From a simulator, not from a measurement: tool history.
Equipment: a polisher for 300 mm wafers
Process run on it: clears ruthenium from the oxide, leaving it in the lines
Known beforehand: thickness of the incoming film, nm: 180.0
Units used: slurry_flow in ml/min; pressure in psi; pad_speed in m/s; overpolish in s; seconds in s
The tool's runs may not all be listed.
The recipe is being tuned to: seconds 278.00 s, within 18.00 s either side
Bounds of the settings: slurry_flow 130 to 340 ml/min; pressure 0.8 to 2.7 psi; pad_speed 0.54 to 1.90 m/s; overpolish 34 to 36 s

| run | day | slurry_flow | pressure | pad_speed | overpolish | seconds |
|---|---|---|---|---|---|---|
| 1 | 0.000 | 220 | 1.7 | 1.22 | 34 | 145.04 |
| 2 | 0.350 | 255 | 1.7 | 1.22 | 34 | 142.31 |
| 3 | 0.517 | 255 | 1.7 | 1.22 | 34 | 146.58 |
| 4 | 0.871 | 255 | 1.6 | 1.20 | 34 | 158.97 |
| 5 | 0.946 | 255 | 1.6 | 1.10 | 34 | 166.38 |
| 6 | 1.192 | 255 | 1.5 | 1.08 | 34 | 182.87 |
| 7 | 1.396 | 255 | 1.4 | 1.08 | 34 | 188.35 |
| 8 | 1.704 | 255 | 1.3 | 1.06 | 34 | 222.76 |

Exactly one of the 5 candidate moves below puts every result within its allowed miss. Which one?
| A | 2.012 | 255 | 1.0 | 1.20 | 34 | ? |
| B | 2.012 | 240 | 1.6 | 1.16 | 34 | ? |
| C | 2.012 | 245 | 1.2 | 0.88 | 36 | ? |
| D | 2.012 | 305 | 1.4 | 0.90 | 36 | ? |
| E | 2.012 | 265 | 1.2 | 1.02 | 34 | ? |

| move | seconds |
|---|---|
| A | 244.55 |
| B | 162.13 |
| C | 278.47 |
| D | 229.43 |
| E | 239.42 |
A: an improvement on the last run, though not all results are within tolerance
B: misses by more than the last run did
C: every result lands within tolerance
D: an improvement on the last run, though not all results are within tolerance
E: an improvement on the last run, though not all results are within tolerance
Go with C: it meets all targets.
